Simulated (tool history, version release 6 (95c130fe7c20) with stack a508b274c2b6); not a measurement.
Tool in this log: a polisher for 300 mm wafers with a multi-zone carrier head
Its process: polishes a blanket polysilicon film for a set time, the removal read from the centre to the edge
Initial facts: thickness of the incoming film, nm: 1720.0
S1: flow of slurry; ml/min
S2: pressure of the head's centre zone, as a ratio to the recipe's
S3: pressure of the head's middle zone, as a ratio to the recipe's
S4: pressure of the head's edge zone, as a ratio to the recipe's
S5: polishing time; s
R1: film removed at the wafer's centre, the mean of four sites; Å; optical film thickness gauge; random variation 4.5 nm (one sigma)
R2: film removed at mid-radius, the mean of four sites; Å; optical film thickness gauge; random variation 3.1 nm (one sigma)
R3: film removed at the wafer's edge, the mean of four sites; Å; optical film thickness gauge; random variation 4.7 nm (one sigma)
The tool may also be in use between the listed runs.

run	day	S1	S2	S3	S4	S5	R1	R2	R3
1	0	180	1	1	1	53	6328.1	6263.3	6182.2
2	0.267	180	1.01	0.99	0.98	51	5992.2	5964.3	5872.7
3	0.425	180	1.01	0.99	0.98	41	4894.6	4747.4	4782.2
4	0.788	180	1.01	1.07	0.98	41	4805.4	5064.7	4742.1
5	1.142	180	1.01	1.07	0.91	41	4874	5036.4	4576.2
6	1.317	175	1.02	1.06	0.9	41	4871.3	5062.5	4641.3
7	1.421	225	1.12	0.96	0.86	33	4439.6	3899.3	3790.9

Run 8 comes next. What will it give?
8	1.512	225	1.13	0.96	0.87	33	?	?	?

{"run 8": {"R1": 4515.6, "R2": 3889.2, "R3": 3748.6}}
